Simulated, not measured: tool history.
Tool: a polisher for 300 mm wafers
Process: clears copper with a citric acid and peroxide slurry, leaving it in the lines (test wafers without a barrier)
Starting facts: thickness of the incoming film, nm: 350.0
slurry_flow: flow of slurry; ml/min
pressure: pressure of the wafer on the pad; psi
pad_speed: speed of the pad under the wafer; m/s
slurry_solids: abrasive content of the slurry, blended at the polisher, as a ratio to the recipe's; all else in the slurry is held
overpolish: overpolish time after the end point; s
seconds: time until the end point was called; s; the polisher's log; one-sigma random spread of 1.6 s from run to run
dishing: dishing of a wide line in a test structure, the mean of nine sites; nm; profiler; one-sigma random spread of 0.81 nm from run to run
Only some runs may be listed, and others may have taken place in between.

{"run": 1, "hour": 0.0, "slurry_flow": 285, "pressure": 3.4, "pad_speed": 0.9, "slurry_solids": 1.0, "overpolish": 16, "seconds": 149.43, "dishing": 27.071}
{"run": 2, "hour": 3.4, "slurry_flow": 285, "pressure": 3.7, "pad_speed": 0.9, "slurry_solids": 1.0, "overpolish": 17, "seconds": 137.9, "dishing": 30.994}
{"run": 3, "hour": 11.2, "slurry_flow": 285, "pressure": 3.4, "pad_speed": 0.9, "slurry_solids": 1.0, "overpolish": 17, "seconds": 149.89, "dishing": 29.011}
{"run": 4, "hour": 16.3, "slurry_flow": 285, "pressure": 2.6, "pad_speed": 0.9, "slurry_solids": 1.0, "overpolish": 17, "seconds": 187.05, "dishing": 22.705}
{"run": 5, "hour": 18.5, "slurry_flow": 285, "pressure": 2.6, "pad_speed": 0.9, "slurry_solids": 1.0, "overpolish": 12, "seconds": 191.3, "dishing": 16.769}
{"run": 6, "hour": 21.3, "slurry_flow": 285, "pressure": 2.6, "pad_speed": 1.02, "slurry_solids": 1.0, "overpolish": 12, "seconds": 172.75, "dishing": 18.277}
{"run": 7, "hour": 29.9, "slurry_flow": 285, "pressure": 3.0, "pad_speed": 1.02, "slurry_solids": 1.0, "overpolish": 15, "seconds": 154.97, "dishing": 25.262}
{"run": 8, "hour": 35.0, "slurry_flow": 280, "pressure": 3.3, "pad_speed": 1.04, "slurry_solids": 1.0, "overpolish": 16, "seconds": 143.75, "dishing": 28.795}

Predict the results of run 9:
{"run": 9, "hour": 35.9, "slurry_flow": 280, "pressure": 3.5, "pad_speed": 1.06, "slurry_solids": 1.0, "overpolish": 17, "seconds": "?", "dishing": "?"}

Run 9 measured seconds 133.13 s, dishing 31.999 nm.
